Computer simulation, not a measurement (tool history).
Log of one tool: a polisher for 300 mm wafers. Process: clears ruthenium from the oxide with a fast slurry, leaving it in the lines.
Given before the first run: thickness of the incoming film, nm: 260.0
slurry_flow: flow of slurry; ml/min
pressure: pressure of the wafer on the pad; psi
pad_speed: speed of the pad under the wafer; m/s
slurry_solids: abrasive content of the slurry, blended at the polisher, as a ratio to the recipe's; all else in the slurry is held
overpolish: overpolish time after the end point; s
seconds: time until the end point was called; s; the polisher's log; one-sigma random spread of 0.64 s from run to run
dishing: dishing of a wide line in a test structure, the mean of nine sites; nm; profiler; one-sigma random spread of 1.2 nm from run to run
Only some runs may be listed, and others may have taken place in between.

{"run": 1, "day": 0.0, "slurry_flow": 155, "pressure": 3.1, "pad_speed": 0.96, "slurry_solids": 1.0, "overpolish": 18, "seconds": 58.214, "dishing": 59.886}
{"run": 2, "day": 0.138, "slurry_flow": 120, "pressure": 3.1, "pad_speed": 0.96, "slurry_solids": 1.0, "overpolish": 18, "seconds": 60.372, "dishing": 58.476}
{"run": 3, "day": 0.475, "slurry_flow": 120, "pressure": 3.0, "pad_speed": 0.96, "slurry_solids": 1.0, "overpolish": 19, "seconds": 63.757, "dishing": 57.099}
{"run": 4, "day": 0.688, "slurry_flow": 120, "pressure": 3.0, "pad_speed": 1.14, "slurry_solids": 1.0, "overpolish": 19, "seconds": 53.315, "dishing": 66.875}
{"run": 5, "day": 0.958, "slurry_flow": 120, "pressure": 3.0, "pad_speed": 1.04, "slurry_solids": 1.0, "overpolish": 19, "seconds": 57.858, "dishing": 61.742}
{"run": 6, "day": 1.254, "slurry_flow": 115, "pressure": 2.9, "pad_speed": 1.04, "slurry_solids": 1.0, "overpolish": 21, "seconds": 61.077, "dishing": 63.819}
{"run": 7, "day": 1.4, "slurry_flow": 110, "pressure": 2.8, "pad_speed": 1.04, "slurry_solids": 1.0, "overpolish": 22, "seconds": 63.983, "dishing": 65.821}

What will run 8 give?
{"run": 8, "day": 1.638, "slurry_flow": 110, "pressure": 2.8, "pad_speed": 1.04, "slurry_solids": 1.0, "overpolish": 22, "seconds": "?", "dishing": "?"}

seconds: 62.984 s
dishing: 64.734 nm
